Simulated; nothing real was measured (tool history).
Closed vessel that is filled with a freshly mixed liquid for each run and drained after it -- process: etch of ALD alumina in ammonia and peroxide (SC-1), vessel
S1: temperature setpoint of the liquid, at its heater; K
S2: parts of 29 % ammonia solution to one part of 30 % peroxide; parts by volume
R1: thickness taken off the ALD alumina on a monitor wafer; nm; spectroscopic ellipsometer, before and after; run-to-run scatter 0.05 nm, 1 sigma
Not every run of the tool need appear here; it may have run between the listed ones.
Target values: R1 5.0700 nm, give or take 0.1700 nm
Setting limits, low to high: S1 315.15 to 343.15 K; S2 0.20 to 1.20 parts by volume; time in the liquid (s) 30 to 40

run 1 hour=0.0 | S1=331.15 S2=0.70 time_in_the_liquid_(s)=40 | R1=2.9833
run 2 hour=2.7 | S1=332.65 S2=0.70 time_in_the_liquid_(s)=40 | R1=3.2604
run 3 hour=6.7 | S1=333.65 S2=0.70 time_in_the_liquid_(s)=40 | R1=3.3832
run 4 hour=12.2 | S1=333.65 S2=0.70 time_in_the_liquid_(s)=40 | R1=3.4841
run 5 hour=17.9 | S1=333.65 S2=0.95 time_in_the_liquid_(s)=40 | R1=3.5579
run 6 hour=21.3 | S1=334.65 S2=0.95 time_in_the_liquid_(s)=40 | R1=3.7527
run 7 hour=30.6 | S1=335.15 S2=0.95 time_in_the_liquid_(s)=40 | R1=3.7727
run 8 hour=33.1 | S1=336.15 S2=0.95 time_in_the_liquid_(s)=40 | R1=3.9663
run 9 hour=40.6 | S1=336.65 S2=0.95 time_in_the_liquid_(s)=40 | R1=4.0997

Which of these 4 next moves meets every target?
run A hour=48.1 | S1=340.65 S2=1.00 time_in_the_liquid_(s)=40 | R1=?
run B hour=48.1 | S1=342.65 S2=0.75 time_in_the_liquid_(s)=40 | R1=?
run C hour=48.1 | S1=338.65 S2=0.95 time_in_the_liquid_(s)=40 | R1=?
run D hour=48.1 | S1=342.65 S2=0.80 time_in_the_liquid_(s)=40 | R1=?

move=A R1=4.9896
move=B R1=5.3504
move=C R1=4.5009
move=D R1=5.3830
A: every result within its allowed miss
B: carries the result that was furthest off beyond its target, to the other side
C: an improvement on the last run, though not all results are within tolerance
D: carries the result that was furthest off beyond its target, to the other side
So the answer is move A, the one that meets all the targets.
